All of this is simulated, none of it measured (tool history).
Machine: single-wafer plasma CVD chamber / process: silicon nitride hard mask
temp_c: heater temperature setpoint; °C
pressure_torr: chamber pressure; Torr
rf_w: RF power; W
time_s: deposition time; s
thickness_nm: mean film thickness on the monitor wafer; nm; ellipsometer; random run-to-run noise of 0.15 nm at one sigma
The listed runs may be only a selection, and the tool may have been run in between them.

run  hour  temp_c  pressure_torr  rf_w  time_s  thickness_nm
  1   0.0     395           1.99   335    54.2        70.023
  2   2.2     395           1.82   320    54.2        67.165
  3   4.4     395           1.70   305    54.2        64.218
  4   9.4     399           1.70   305    54.2        64.299
  5  15.7     399           1.60   295    54.2        62.226
  6  17.3     399           1.52   290    54.2        61.232

What does the tool deliver on the next run?
  7  21.0     399           1.22   270    54.2             ?

{"run 7": {"thickness_nm": 55.895}}
